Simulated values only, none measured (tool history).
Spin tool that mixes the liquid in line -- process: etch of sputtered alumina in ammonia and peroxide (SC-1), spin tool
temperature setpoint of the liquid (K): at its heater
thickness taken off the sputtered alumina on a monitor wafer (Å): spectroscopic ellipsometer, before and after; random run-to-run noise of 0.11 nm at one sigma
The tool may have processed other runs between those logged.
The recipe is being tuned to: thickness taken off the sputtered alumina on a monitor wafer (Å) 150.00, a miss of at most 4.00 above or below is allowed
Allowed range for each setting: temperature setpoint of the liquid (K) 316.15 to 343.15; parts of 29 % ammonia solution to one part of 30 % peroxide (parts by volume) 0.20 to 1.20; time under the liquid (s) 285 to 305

run,day,temperature setpoint of the liquid (K),parts of 29 % ammonia solution to one part of 30 % peroxide (parts by volume),time under the liquid (s),thickness taken off the sputtered alumina on a monitor wafer (Å)
1,0.000,332.15,0.85,285,212.09
2,0.033,332.15,1.10,285,213.48
3,0.088,330.15,1.10,285,193.85
4,0.442,327.65,1.10,285,169.20
5,0.688,327.65,1.10,305,182.33
6,1.021,326.65,1.10,305,172.80
7,1.258,326.15,1.10,305,170.38
8,1.388,325.65,1.10,305,161.65
9,1.517,325.65,1.10,305,164.76
10,1.558,325.15,1.10,305,158.40
11,1.683,325.15,1.10,305,158.52
12,1.912,324.65,1.10,305,154.41

4 candidate next runs follow, results not yet known. Just one meets every target within its allowed miss. Identify it.
A,2.142,327.15,0.85,285,?
B,2.142,326.15,0.95,290,?
C,2.142,324.65,1.20,305,?
D,2.142,324.15,0.95,305,?

move,thickness taken off the sputtered alumina on a monitor wafer (Å)
A,162.63
B,158.51
C,157.16
D,149.58
A: moves away from the targets compared with the last run
B: moves away from the targets compared with the last run
C: moves away from the targets compared with the last run
D: in spec on every target
D meets every target.

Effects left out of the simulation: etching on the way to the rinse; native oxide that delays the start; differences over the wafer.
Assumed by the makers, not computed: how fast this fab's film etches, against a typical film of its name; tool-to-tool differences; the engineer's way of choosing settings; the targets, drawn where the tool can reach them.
